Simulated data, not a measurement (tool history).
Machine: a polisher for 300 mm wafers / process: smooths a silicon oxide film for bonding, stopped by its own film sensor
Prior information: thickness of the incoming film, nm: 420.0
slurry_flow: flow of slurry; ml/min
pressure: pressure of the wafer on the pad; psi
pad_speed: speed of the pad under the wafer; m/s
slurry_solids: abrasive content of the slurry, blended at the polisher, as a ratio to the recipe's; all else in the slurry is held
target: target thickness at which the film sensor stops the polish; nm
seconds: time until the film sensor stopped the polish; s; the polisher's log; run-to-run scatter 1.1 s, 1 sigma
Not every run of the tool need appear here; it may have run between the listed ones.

run	hour	slurry_flow	pressure	pad_speed	slurry_solids	target	seconds
1	0.0	295	2.1	0.78	1.0	363	102.180
2	3.0	295	2.2	0.78	1.0	363	101.830
3	8.1	295	2.3	0.78	1.0	363	97.985
4	9.4	295	2.3	0.78	0.8	363	113.450
5	16.4	260	2.3	0.78	0.8	363	118.010
6	24.0	260	2.3	0.78	0.6	363	162.070
7	24.7	275	2.5	0.80	0.6	363	145.690
8	27.4	275	2.6	0.86	0.6	363	136.230
9	34.6	280	2.7	0.94	0.6	363	119.120
10	42.2	285	2.8	0.98	0.6	363	110.220
11	42.9	290	2.9	1.00	0.6	363	104.790
12	47.7	295	3.0	1.02	0.6	363	101.040
13	51.5	295	3.0	1.04	0.6	363	99.058
14	54.0	295	3.0	1.06	0.6	363	98.557
15	62.2	295	3.0	1.08	0.6	363	96.822
16	70.5	295	3.0	1.10	0.6	363	92.311
17	73.0	295	3.1	1.12	0.6	363	90.419

What does the tool deliver on the next run?
18	73.9	300	3.1	1.14	0.6	363	?

seconds: 88.865 s
